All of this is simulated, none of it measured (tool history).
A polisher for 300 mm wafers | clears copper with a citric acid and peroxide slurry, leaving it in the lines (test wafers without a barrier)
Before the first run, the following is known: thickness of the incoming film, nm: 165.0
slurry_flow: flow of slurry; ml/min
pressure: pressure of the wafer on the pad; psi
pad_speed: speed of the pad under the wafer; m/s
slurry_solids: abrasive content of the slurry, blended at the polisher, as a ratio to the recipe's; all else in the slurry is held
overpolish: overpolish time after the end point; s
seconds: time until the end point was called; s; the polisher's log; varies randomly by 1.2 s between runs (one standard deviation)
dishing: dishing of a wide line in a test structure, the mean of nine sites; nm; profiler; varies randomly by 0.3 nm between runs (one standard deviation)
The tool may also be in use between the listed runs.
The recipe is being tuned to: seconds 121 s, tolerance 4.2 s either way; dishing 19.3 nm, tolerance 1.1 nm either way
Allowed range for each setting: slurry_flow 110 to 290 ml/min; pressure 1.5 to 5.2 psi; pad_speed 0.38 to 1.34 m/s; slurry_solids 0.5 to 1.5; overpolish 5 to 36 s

Run 1, day 0: slurry_flow 185 ml/min, pressure 3.3 psi, pad_speed 0.86 m/s, slurry_solids 1, overpolish 18 s. Result: seconds 88.087 s, dishing 24.939 nm.
Run 2, day 0.333: slurry_flow 160 ml/min, pressure 3.3 psi, pad_speed 0.86 m/s, slurry_solids 1, overpolish 18 s. Result: seconds 90.894 s, dishing 25.759 nm.
Run 3, day 0.517: slurry_flow 160 ml/min, pressure 4.1 psi, pad_speed 0.86 m/s, slurry_solids 1, overpolish 18 s. Result: seconds 77.857 s, dishing 28.479 nm.
Run 4, day 0.588: slurry_flow 160 ml/min, pressure 4.1 psi, pad_speed 0.86 m/s, slurry_solids 1, overpolish 12 s. Result: seconds 77.48 s, dishing 19.714 nm.
Run 5, day 0.712: slurry_flow 155 ml/min, pressure 3.9 psi, pad_speed 0.86 m/s, slurry_solids 1, overpolish 13 s. Result: seconds 82.596 s, dishing 20.74 nm.
Run 6, day 0.954: slurry_flow 155 ml/min, pressure 3.9 psi, pad_speed 0.86 m/s, slurry_solids 1.1, overpolish 13 s. Result: seconds 78.584 s, dishing 21.024 nm.
Run 7, day 0.979: slurry_flow 135 ml/min, pressure 2.9 psi, pad_speed 0.84 m/s, slurry_solids 1, overpolish 20 s. Result: seconds 105.47 s, dishing 23.821 nm.
Run 8, day 1.221: slurry_flow 135 ml/min, pressure 2.8 psi, pad_speed 0.84 m/s, slurry_solids 1, overpolish 20 s. Result: seconds 107.2 s, dishing 23.807 nm.
Run 9, day 1.404: slurry_flow 135 ml/min, pressure 2.7 psi, pad_speed 0.84 m/s, slurry_solids 1, overpolish 20 s. Result: seconds 108.05 s, dishing 22.981 nm.

5 candidate next runs follow, results not yet known. Just one meets every target within its allowed miss. Identify it.
Run A, day 1.588: slurry_flow 150 ml/min, pressure 2.8 psi, pad_speed 0.94 m/s, slurry_solids 0.95, overpolish 15 s. Result: seconds ?, dishing ?.
Run B, day 1.588: slurry_flow 125 ml/min, pressure 2.9 psi, pad_speed 0.98 m/s, slurry_solids 1, overpolish 15 s. Result: seconds ?, dishing ?.
Run C, day 1.588: slurry_flow 185 ml/min, pressure 2.3 psi, pad_speed 0.78 m/s, slurry_solids 1.05, overpolish 18 s. Result: seconds ?, dishing ?.
Run D, day 1.588: slurry_flow 170 ml/min, pressure 2.6 psi, pad_speed 0.88 m/s, slurry_solids 1.15, overpolish 17 s. Result: seconds ?, dishing ?.
Run E, day 1.588: slurry_flow 175 ml/min, pressure 2.3 psi, pad_speed 1 m/s, slurry_solids 1.15, overpolish 14 s. Result: seconds ?, dishing ?.

move  seconds  dishing
   A   94.893   19.981
   B    91.82   20.619
   C   120.46   18.899
   D   99.271   21.513
   E   93.786   18.873
A: the worst result of the last run now meets its target, but another is out of spec
B: the biggest miss grows against the last run
C: hits every target within its allowed miss
D: the biggest miss grows against the last run
E: the worst result of the last run now meets its target, but another is out of spec
Correct choice: C, which meets every target

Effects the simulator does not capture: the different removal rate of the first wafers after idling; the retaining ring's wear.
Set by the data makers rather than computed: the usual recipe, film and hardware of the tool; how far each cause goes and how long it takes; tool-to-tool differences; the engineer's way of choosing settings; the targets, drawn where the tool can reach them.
